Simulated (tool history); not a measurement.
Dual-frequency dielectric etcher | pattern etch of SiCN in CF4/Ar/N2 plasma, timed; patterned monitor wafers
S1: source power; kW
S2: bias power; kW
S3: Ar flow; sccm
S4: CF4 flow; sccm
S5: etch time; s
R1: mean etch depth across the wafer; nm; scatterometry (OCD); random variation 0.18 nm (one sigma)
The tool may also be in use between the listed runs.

{"run": 1, "hour": 0.0, "S1": 0.52, "S2": 0.052, "S3": 106, "S4": 51, "S5": 53.0, "R1": 42.818}
{"run": 2, "hour": 2.3, "S1": 0.51, "S2": 0.052, "S3": 106, "S4": 51, "S5": 53.0, "R1": 42.569}
{"run": 3, "hour": 7.0, "S1": 0.51, "S2": 0.052, "S3": 113, "S4": 51, "S5": 53.0, "R1": 41.896}
{"run": 4, "hour": 9.3, "S1": 0.51, "S2": 0.052, "S3": 103, "S4": 51, "S5": 53.0, "R1": 42.747}
{"run": 5, "hour": 11.4, "S1": 0.5, "S2": 0.052, "S3": 103, "S4": 51, "S5": 53.0, "R1": 41.726}
{"run": 6, "hour": 17.2, "S1": 0.49, "S2": 0.052, "S3": 103, "S4": 51, "S5": 53.0, "R1": 40.642}
{"run": 7, "hour": 24.2, "S1": 0.49, "S2": 0.052, "S3": 103, "S4": 51, "S5": 53.0, "R1": 40.713}

Forecast run 8:
{"run": 8, "hour": 28.0, "S1": 0.49, "S2": 0.052, "S3": 103, "S4": 51, "S5": 53.0, "R1": "?"}

R1: 40.752 nm
